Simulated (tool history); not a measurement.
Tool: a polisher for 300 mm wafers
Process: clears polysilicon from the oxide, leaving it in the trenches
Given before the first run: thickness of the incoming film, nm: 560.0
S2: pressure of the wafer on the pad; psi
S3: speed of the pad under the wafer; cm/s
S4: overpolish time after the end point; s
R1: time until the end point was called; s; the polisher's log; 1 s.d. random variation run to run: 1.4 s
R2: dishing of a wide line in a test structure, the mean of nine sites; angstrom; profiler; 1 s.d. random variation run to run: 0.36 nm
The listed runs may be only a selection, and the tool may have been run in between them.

run 1 day=0.000 | flow_of_slurry_(ml/min)=215 S2=1.9 S3=92 S4=14 | R1=52.440 R2=492.38
run 2 day=0.088 | flow_of_slurry_(ml/min)=215 S2=1.6 S3=82 S4=11 | R1=67.309 R2=420.34
run 3 day=0.304 | flow_of_slurry_(ml/min)=215 S2=1.2 S3=82 S4=11 | R1=88.888 R2=374.14
run 4 day=0.404 | flow_of_slurry_(ml/min)=215 S2=1.2 S3=82 S4=16 | R1=89.229 R2=438.35
run 5 day=0.529 | flow_of_slurry_(ml/min)=250 S2=1.2 S3=82 S4=16 | R1=87.168 R2=446.40
run 6 day=0.588 | flow_of_slurry_(ml/min)=250 S2=1.2 S3=82 S4=20 | R1=84.514 R2=478.26

What does the tool deliver on the next run?
run 7 day=0.842 | flow_of_slurry_(ml/min)=250 S2=1.2 S3=82 S4=20 | R1=? R2=?

{"run 7": {"R1": 86.623, "R2": 473.53}}

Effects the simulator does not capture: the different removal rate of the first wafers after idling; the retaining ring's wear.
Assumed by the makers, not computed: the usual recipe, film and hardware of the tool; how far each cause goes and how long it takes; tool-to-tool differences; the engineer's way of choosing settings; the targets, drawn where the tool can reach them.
